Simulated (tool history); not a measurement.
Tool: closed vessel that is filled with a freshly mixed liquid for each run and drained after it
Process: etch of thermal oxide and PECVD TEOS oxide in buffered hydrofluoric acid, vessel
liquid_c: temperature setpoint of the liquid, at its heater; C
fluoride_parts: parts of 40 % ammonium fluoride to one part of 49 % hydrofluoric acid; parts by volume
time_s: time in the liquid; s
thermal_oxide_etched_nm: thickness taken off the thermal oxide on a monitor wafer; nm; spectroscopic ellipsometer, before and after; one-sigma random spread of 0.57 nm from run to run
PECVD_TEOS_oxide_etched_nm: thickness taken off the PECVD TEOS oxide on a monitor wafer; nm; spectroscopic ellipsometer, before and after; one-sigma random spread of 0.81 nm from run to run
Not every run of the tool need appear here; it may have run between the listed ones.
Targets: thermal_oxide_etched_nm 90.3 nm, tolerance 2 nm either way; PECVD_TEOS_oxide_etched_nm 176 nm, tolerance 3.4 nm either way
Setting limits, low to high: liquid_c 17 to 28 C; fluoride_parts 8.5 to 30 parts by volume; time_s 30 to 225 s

run  hour  liquid_c  fluoride_parts  time_s  thermal_oxide_etched_nm  PECVD_TEOS_oxide_etched_nm
  1     0        20              23     115                   51.456                      100.64
  2   8.7        22              22     115                   59.584                      115.23
  3  14.1        22              22     155                   80.026                       155.9
  4  15.6      22.5              22     155                   82.967                      160.65
  5  22.3      19.5              22     155                   70.118                       136.9
  6  26.1      19.5              22     135                    60.88                      117.65
  7  32.3      23.5              22     135                   76.072                      147.25
  8    33        24              22     135                   77.362                         152
  9  41.4      24.5              22     135                   79.959                       156.5
 10  45.5        25              22     135                   82.051                      162.48
 11  50.7      25.5              22     135                   83.454                      164.98
 12  55.4        26            21.5     135                   89.247                      171.54

Consider the 4 candidate settings below. Which is the only one whose results all fall within their allowed miss of target?
  A  60.1      25.5              21     140                        ?                           ?
  B  60.1        24              20     140                        ?                           ?
  C  60.1        26              22     135                        ?                           ?
  D  60.1        27              27     145                        ?                           ?

move  thermal_oxide_etched_nm  PECVD_TEOS_oxide_etched_nm
   A                   91.045                      177.43
   B                   86.754                      169.07
   C                   87.368                      170.27
   D                   86.071                      167.74
A: meets every target
B: moves away from the targets compared with the last run
C: moves away from the targets compared with the last run
D: moves away from the targets compared with the last run
So the answer is move A, the one that meets all the targets.
